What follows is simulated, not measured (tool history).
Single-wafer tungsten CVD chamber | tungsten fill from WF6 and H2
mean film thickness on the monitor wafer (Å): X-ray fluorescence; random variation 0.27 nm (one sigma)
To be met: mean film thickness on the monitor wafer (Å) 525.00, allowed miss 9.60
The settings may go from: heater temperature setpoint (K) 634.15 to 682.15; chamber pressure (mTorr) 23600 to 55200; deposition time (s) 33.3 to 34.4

run,hour,heater temperature setpoint (K),chamber pressure (mTorr),deposition time (s),mean film thickness on the monitor wafer (Å)
1,0.0,658.15,39400,33.3,974.57
2,4.5,658.15,45000,33.3,1031.60
3,5.9,658.15,39800,33.3,965.43
4,13.7,666.15,39800,33.3,1153.30
5,22.7,660.15,38100,33.3,997.94
6,29.5,655.15,36500,33.3,884.32
7,31.0,651.15,35000,33.3,794.16
# hour 37.1: thermocouple changed; heater temperature recalibrated
8,37.1,648.15,34200,33.3,662.51

4 next moves are on the table. One of them brings every result within its allowed miss. Which?
A,43.2,639.15,36700,33.3,?
B,43.2,641.15,31200,33.7,?
C,43.2,638.15,36700,33.3,?
D,43.2,642.15,31700,33.3,?

move,mean film thickness on the monitor wafer (Å)
A,544.60
B,543.94
C,531.23
D,554.19
A: nearer than the last run, and not there yet
B: nearer than the last run, and not there yet
C: meets every target
D: nearer than the last run, and not there yet
Move C is the one to make.

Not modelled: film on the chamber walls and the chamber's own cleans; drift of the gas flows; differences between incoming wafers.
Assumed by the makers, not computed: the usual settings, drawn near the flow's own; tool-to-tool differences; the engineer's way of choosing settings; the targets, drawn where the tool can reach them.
